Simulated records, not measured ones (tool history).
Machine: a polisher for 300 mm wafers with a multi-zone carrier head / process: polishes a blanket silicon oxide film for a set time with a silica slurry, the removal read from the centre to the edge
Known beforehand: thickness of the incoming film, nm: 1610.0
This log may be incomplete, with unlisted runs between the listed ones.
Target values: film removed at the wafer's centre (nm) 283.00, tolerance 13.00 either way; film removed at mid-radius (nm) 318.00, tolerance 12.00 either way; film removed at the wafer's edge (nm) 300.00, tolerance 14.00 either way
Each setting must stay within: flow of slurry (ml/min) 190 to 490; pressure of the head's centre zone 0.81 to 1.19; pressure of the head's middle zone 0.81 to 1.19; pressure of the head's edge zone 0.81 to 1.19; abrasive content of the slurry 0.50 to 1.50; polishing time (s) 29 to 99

run  hour  flow of slurry (ml/min)  pressure of the head's centre zone  pressure of the head's middle zone  pressure of the head's edge zone  abrasive content of the slurry  polishing time (s)  film removed at the wafer's centre (nm)  film removed at mid-radius (nm)  film removed at the wafer's edge (nm)
  1   0.0                      315                                1.00                                1.00                              1.00                            1.00                  64                                   354.67                           344.37                                 345.61
  2   5.2                      315                                0.97                                1.00                              0.98                            0.95                  64                                   323.41                           333.55                                 334.65
  3   6.5                      315                                0.96                                1.00                              0.95                            0.95                  64                                   317.69                           336.21                                 331.21
  4  15.2                      315                                0.96                                1.00                              0.98                            0.95                  64                                   325.43                           329.79                                 338.21
  5  22.9                      315                                0.96                                1.00                              1.03                            0.95                  64                                   312.70                           329.34                                 339.39
  6  28.5                      315                                0.96                                1.00                              0.99                            0.95                  64                                   327.26                           339.32                                 336.85
  7  36.2                      315                                0.95                                1.00                              0.97                            0.90                  64                                   315.16                           326.61                                 319.50
  8  42.8                      315                                0.93                                1.00                              0.96                            0.90                  64                                   303.20                           324.19                                 323.35

Which single option among these 5 for the next run brings every result within its allowed miss of target? Just one does.
  A  49.4                      300                                1.05                                1.01                              0.90                            0.80                  67                                        ?                                ?                                      ?
  B  49.4                      330                                0.94                                1.07                              0.96                            0.90                  59                                        ?                                ?                                      ?
  C  49.4                      290                                0.93                                0.86                              1.02                            0.75                  82                                        ?                                ?                                      ?
  D  49.4                      250                                0.84                                0.91                              0.90                            0.90                  69                                        ?                                ?                                      ?
  E  49.4                      315                                0.99                                1.13                              0.87                            1.35                  50                                        ?                                ?                                      ?

move  film removed at the wafer's centre (nm)  film removed at mid-radius (nm)  film removed at the wafer's edge (nm)
   A                                   339.55                           315.62                                 304.61
   B                                   290.79                           316.66                                 299.09
   C                                   351.15                           322.49                                 378.40
   D                                   298.27                           317.89                                 335.79
   E                                   318.19                           344.79                                 296.96
A: meets the target for the result that was furthest off, but another lies outside its allowed miss
B: every result lands within tolerance
C: its largest miss is bigger than the last run's
D: its largest miss is bigger than the last run's
E: meets the target for the result that was furthest off, but another lies outside its allowed miss
B is the move that brings every result within its allowed miss.

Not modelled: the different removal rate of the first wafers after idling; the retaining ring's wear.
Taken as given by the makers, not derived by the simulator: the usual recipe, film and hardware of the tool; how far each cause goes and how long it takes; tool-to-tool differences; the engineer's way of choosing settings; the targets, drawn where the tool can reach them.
